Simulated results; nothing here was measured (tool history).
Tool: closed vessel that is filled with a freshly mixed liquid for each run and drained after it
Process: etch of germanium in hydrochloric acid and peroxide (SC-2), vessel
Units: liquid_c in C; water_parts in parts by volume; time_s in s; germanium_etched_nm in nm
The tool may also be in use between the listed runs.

{"run": 1, "hour": 0.0, "liquid_c": 60, "water_parts": 9.0, "time_s": 100, "germanium_etched_nm": 448.33}
{"run": 2, "hour": 4.1, "liquid_c": 60, "water_parts": 9.0, "time_s": 105, "germanium_etched_nm": 473.09}
{"run": 3, "hour": 9.3, "liquid_c": 60, "water_parts": 9.0, "time_s": 100, "germanium_etched_nm": 449.74}
{"run": 4, "hour": 11.6, "liquid_c": 58, "water_parts": 9.0, "time_s": 100, "germanium_etched_nm": 426.29}
{"run": 5, "hour": 20.4, "liquid_c": 58, "water_parts": 7.5, "time_s": 100, "germanium_etched_nm": 434.78}
{"run": 6, "hour": 24.0, "liquid_c": 56, "water_parts": 7.5, "time_s": 100, "germanium_etched_nm": 408.94}
{"run": 7, "hour": 26.5, "liquid_c": 55, "water_parts": 7.5, "time_s": 100, "germanium_etched_nm": 395.02}

Forecast run 8:
{"run": 8, "hour": 31.6, "liquid_c": 54, "water_parts": 7.5, "time_s": 100, "germanium_etched_nm": "?"}

Run 8 gave germanium_etched_nm 383.02 nm.
